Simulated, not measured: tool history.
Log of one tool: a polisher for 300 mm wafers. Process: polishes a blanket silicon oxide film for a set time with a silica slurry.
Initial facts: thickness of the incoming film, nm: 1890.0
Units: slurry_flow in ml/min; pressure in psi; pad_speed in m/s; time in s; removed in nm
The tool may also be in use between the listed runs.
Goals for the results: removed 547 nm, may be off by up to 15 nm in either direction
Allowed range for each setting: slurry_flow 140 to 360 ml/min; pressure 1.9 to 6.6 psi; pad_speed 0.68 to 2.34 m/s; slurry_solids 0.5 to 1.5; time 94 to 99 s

Run 1, hour 0: slurry_flow 230 ml/min, pressure 4.2 psi, pad_speed 1.5 m/s, slurry_solids 1, time 94 s. Result: removed 390.46 nm.
Run 2, hour 3.8: slurry_flow 230 ml/min, pressure 4.2 psi, pad_speed 1.3 m/s, slurry_solids 1, time 94 s. Result: removed 349.31 nm.
Run 3, hour 6.3: slurry_flow 235 ml/min, pressure 4.5 psi, pad_speed 1.3 m/s, slurry_solids 1, time 94 s. Result: removed 375.8 nm.
Run 4, hour 7.4: slurry_flow 235 ml/min, pressure 4.5 psi, pad_speed 1.3 m/s, slurry_solids 1, time 99 s. Result: removed 392.64 nm.
Run 5, hour 9.7: slurry_flow 205 ml/min, pressure 4.5 psi, pad_speed 1.3 m/s, slurry_solids 1, time 99 s. Result: removed 393.69 nm.
Run 6, hour 15.4: slurry_flow 205 ml/min, pressure 4.5 psi, pad_speed 1.3 m/s, slurry_solids 1, time 94 s. Result: removed 367.92 nm.
Run 7, hour 23.2: slurry_flow 205 ml/min, pressure 4.5 psi, pad_speed 1.3 m/s, slurry_solids 1, time 94 s. Result: removed 371.01 nm.
Run 8, hour 28.9: slurry_flow 205 ml/min, pressure 4.8 psi, pad_speed 1.3 m/s, slurry_solids 1, time 94 s. Result: removed 395.99 nm.
Run 9, hour 30.2: slurry_flow 205 ml/min, pressure 5.1 psi, pad_speed 1.3 m/s, slurry_solids 1, time 94 s. Result: removed 414.88 nm.

Exercise: of the 4 proposed moves below, exactly one satisfies all targets within the stated allowed misses. Which move is it?
Run A, hour 31.5: slurry_flow 200 ml/min, pressure 4.4 psi, pad_speed 1.06 m/s, slurry_solids 0.95, time 94 s. Result: removed ?.
Run B, hour 31.5: slurry_flow 155 ml/min, pressure 4.5 psi, pad_speed 1.2 m/s, slurry_solids 1.05, time 94 s. Result: removed ?.
Run C, hour 31.5: slurry_flow 235 ml/min, pressure 5.2 psi, pad_speed 1.58 m/s, slurry_solids 1.05, time 99 s. Result: removed ?.
Run D, hour 31.5: slurry_flow 200 ml/min, pressure 6 psi, pad_speed 1.66 m/s, slurry_solids 1, time 99 s. Result: removed ?.

move  removed
   A   297.36
   B   344.06
   C   536.14
   D   613.93
A: moves away from the targets compared with the last run
B: moves away from the targets compared with the last run
C: meets every target
D: takes the result that was furthest off past its target
Correct choice: C, which meets every target
